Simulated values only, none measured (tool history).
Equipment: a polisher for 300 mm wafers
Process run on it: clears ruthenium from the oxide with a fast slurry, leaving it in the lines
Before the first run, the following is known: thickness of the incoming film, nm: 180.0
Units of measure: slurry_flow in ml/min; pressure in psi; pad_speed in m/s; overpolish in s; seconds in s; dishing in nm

run 1 hour=0 | slurry_flow=210 pressure=1.9 pad_speed=0.82 slurry_solids=1 overpolish=16 | seconds=86.743 dishing=29.433
run 2 hour=1.7 | slurry_flow=230 pressure=1.9 pad_speed=0.82 slurry_solids=1 overpolish=16 | seconds=85.543 dishing=29.388
run 3 hour=4.8 | slurry_flow=200 pressure=1.9 pad_speed=0.82 slurry_solids=1 overpolish=16 | seconds=90.062 dishing=28.604
run 4 hour=6.4 | slurry_flow=200 pressure=2.2 pad_speed=0.82 slurry_solids=1 overpolish=16 | seconds=77.151 dishing=31.132
run 5 hour=8.6 | slurry_flow=160 pressure=2.2 pad_speed=0.82 slurry_solids=1 overpolish=16 | seconds=81.227 dishing=31.531
run 6 hour=17.1 | slurry_flow=160 pressure=2.2 pad_speed=0.82 slurry_solids=1 overpolish=22 | seconds=80.55 dishing=42.031
run 7 hour=22 | slurry_flow=175 pressure=2.1 pad_speed=0.72 slurry_solids=0.95 overpolish=19 | seconds=94.012 dishing=31.579
run 8 hour=26.5 | slurry_flow=190 pressure=2 pad_speed=0.64 slurry_solids=0.9 overpolish=17 | seconds=108.75 dishing=24.499
run 9 hour=34.4 | slurry_flow=205 pressure=1.9 pad_speed=0.6 slurry_solids=0.9 overpolish=15 | seconds=121.85 dishing=19.577
run 10 hour=35 | slurry_flow=215 pressure=1.8 pad_speed=0.58 slurry_solids=0.9 overpolish=14 | seconds=125.99 dishing=17.557
run 11 hour=37.2 | slurry_flow=220 pressure=1.7 pad_speed=0.58 slurry_solids=0.9 overpolish=13 | seconds=137.62 dishing=15.454
run 12 hour=42.9 | slurry_flow=220 pressure=1.6 pad_speed=0.58 slurry_solids=0.9 overpolish=13 | seconds=137.51 dishing=14.96
run 13 hour=46.3 | slurry_flow=215 pressure=1.5 pad_speed=0.58 slurry_solids=0.9 overpolish=13 | seconds=140.72 dishing=14.498

Run 14 is up next; what results do you expect?
run 14 hour=47.7 | slurry_flow=215 pressure=1.4 pad_speed=0.58 slurry_solids=0.9 overpolish=13 | seconds=? dishing=?

{"run 14": {"seconds": 151.79, "dishing": 13.671}}
